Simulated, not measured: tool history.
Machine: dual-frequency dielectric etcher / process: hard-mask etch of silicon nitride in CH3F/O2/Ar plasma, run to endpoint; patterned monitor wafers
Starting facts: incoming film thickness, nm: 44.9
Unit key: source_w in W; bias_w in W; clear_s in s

run 1 hour=0 | source_w=300 bias_w=66 | clear_s=77.174
run 2 hour=7.1 | source_w=280 bias_w=65 | clear_s=79.928
run 3 hour=14.3 | source_w=280 bias_w=58 | clear_s=83.763
run 4 hour=20.1 | source_w=280 bias_w=62 | clear_s=81.64
run 5 hour=26.1 | source_w=270 bias_w=62 | clear_s=83.74
run 6 hour=31.6 | source_w=310 bias_w=62 | clear_s=77.8
run 7 hour=32.5 | source_w=300 bias_w=62 | clear_s=79.456
run 8 hour=35.8 | source_w=290 bias_w=62 | clear_s=81.196

For run 9, what comes out?
run 9 hour=41.2 | source_w=280 bias_w=62 | clear_s=?

clear_s: 81.013 s
